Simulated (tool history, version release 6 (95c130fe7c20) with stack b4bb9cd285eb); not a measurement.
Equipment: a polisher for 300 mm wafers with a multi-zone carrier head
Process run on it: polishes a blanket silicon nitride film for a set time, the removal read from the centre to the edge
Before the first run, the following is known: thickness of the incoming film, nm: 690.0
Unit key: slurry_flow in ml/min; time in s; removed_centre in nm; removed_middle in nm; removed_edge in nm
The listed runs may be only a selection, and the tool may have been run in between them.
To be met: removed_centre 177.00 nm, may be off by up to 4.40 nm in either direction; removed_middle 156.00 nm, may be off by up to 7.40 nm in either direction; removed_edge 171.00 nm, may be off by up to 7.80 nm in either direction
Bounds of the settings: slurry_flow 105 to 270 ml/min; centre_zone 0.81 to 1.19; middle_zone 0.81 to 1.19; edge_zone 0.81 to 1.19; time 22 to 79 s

{"run": 1, "hour": 0.0, "slurry_flow": 175, "centre_zone": 1.0, "middle_zone": 1.0, "edge_zone": 1.0, "time": 50, "removed_centre": 120.93, "removed_middle": 125.32, "removed_edge": 119.78}
{"run": 2, "hour": 2.2, "slurry_flow": 175, "centre_zone": 1.0, "middle_zone": 1.0, "edge_zone": 1.0, "time": 60, "removed_centre": 146.02, "removed_middle": 149.89, "removed_edge": 142.54}
{"run": 3, "hour": 7.0, "slurry_flow": 175, "centre_zone": 1.0, "middle_zone": 1.0, "edge_zone": 0.92, "time": 60, "removed_centre": 148.34, "removed_middle": 142.28, "removed_edge": 137.12}
{"run": 4, "hour": 11.7, "slurry_flow": 175, "centre_zone": 1.0, "middle_zone": 0.93, "edge_zone": 0.92, "time": 60, "removed_centre": 146.39, "removed_middle": 136.47, "removed_edge": 137.52}
{"run": 5, "hour": 14.5, "slurry_flow": 180, "centre_zone": 1.01, "middle_zone": 0.91, "edge_zone": 0.95, "time": 61, "removed_centre": 149.79, "removed_middle": 140.6, "removed_edge": 145.22}
{"run": 6, "hour": 16.4, "slurry_flow": 190, "centre_zone": 1.03, "middle_zone": 0.9, "edge_zone": 0.96, "time": 61, "removed_centre": 154.54, "removed_middle": 137.98, "removed_edge": 143.61}
{"run": 7, "hour": 23.5, "slurry_flow": 195, "centre_zone": 1.04, "middle_zone": 0.89, "edge_zone": 0.99, "time": 62, "removed_centre": 161.26, "removed_middle": 140.46, "removed_edge": 147.51}
{"run": 8, "hour": 25.4, "slurry_flow": 195, "centre_zone": 1.04, "middle_zone": 0.88, "edge_zone": 1.01, "time": 63, "removed_centre": 162.91, "removed_middle": 141.63, "removed_edge": 151.2}
{"run": 9, "hour": 26.3, "slurry_flow": 200, "centre_zone": 1.04, "middle_zone": 0.88, "edge_zone": 1.03, "time": 64, "removed_centre": 167.48, "removed_middle": 144.46, "removed_edge": 158.56}
{"run": 10, "hour": 31.3, "slurry_flow": 205, "centre_zone": 1.04, "middle_zone": 0.89, "edge_zone": 1.04, "time": 64, "removed_centre": 167.17, "removed_middle": 144.91, "removed_edge": 157.82}
{"run": 11, "hour": 37.4, "slurry_flow": 205, "centre_zone": 1.04, "middle_zone": 0.89, "edge_zone": 1.04, "time": 64, "removed_centre": 168.52, "removed_middle": 146.42, "removed_edge": 158.09}

Below are 4 possible settings for the next run. Only one of them brings all results inside the allowed miss of their targets. Which is it?
{"run": "A", "hour": 43.5, "slurry_flow": 185, "centre_zone": 0.94, "middle_zone": 0.81, "edge_zone": 1.11, "time": 76, "removed_centre": "?", "removed_middle": "?", "removed_edge": "?"}
{"run": "B", "hour": 43.5, "slurry_flow": 230, "centre_zone": 1.03, "middle_zone": 0.9, "edge_zone": 1.09, "time": 67, "removed_centre": "?", "removed_middle": "?", "removed_edge": "?"}
{"run": "C", "hour": 43.5, "slurry_flow": 170, "centre_zone": 0.86, "middle_zone": 0.91, "edge_zone": 1.08, "time": 79, "removed_centre": "?", "removed_middle": "?", "removed_edge": "?"}
{"run": "D", "hour": 43.5, "slurry_flow": 195, "centre_zone": 0.93, "middle_zone": 0.98, "edge_zone": 1.19, "time": 73, "removed_centre": "?", "removed_middle": "?", "removed_edge": "?"}

move=A removed_centre=176.27 removed_middle=158.45 removed_edge=192.85
move=B removed_centre=176.86 removed_middle=157.35 removed_edge=172.63
move=C removed_centre=164.81 removed_middle=178.62 removed_edge=195.59
move=D removed_centre=169.34 removed_middle=179.76 removed_edge=192.00
A: brings the last run's worst result on target, with another outside its allowed miss
B: hits every target within its allowed miss
C: its largest miss is bigger than the last run's
D: its largest miss is bigger than the last run's
Go with B: it meets all targets.

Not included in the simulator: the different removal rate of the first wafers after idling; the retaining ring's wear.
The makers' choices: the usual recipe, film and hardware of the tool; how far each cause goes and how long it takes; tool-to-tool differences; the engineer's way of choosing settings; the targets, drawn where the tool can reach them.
